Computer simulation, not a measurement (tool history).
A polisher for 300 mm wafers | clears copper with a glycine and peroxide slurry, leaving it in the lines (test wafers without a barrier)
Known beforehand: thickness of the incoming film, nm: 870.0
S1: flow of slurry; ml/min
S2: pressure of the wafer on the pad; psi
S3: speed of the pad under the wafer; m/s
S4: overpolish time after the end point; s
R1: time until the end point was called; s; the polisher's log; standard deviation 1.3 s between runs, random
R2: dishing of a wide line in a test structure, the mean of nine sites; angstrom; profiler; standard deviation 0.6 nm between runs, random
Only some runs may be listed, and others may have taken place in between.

run	hour	S1	S2	S3	S4	R1	R2
1	0.0	260	3.3	1.16	12	94.467	559.46
2	6.7	260	3.3	1.40	12	80.519	646.26
3	13.2	260	3.3	1.40	8	79.921	480.20
4	17.6	260	3.3	1.40	4	79.694	263.30
5	20.5	260	4.0	1.40	4	67.310	316.57
# hour 26.6: slurry nozzle cleaned
6	26.6	260	3.4	1.40	5	73.553	343.62

Run 7 comes next. What will it give?
7	32.8	260	3.0	1.36	6	?	?

R1: 85.622 s
R2: 364.48 angstrom
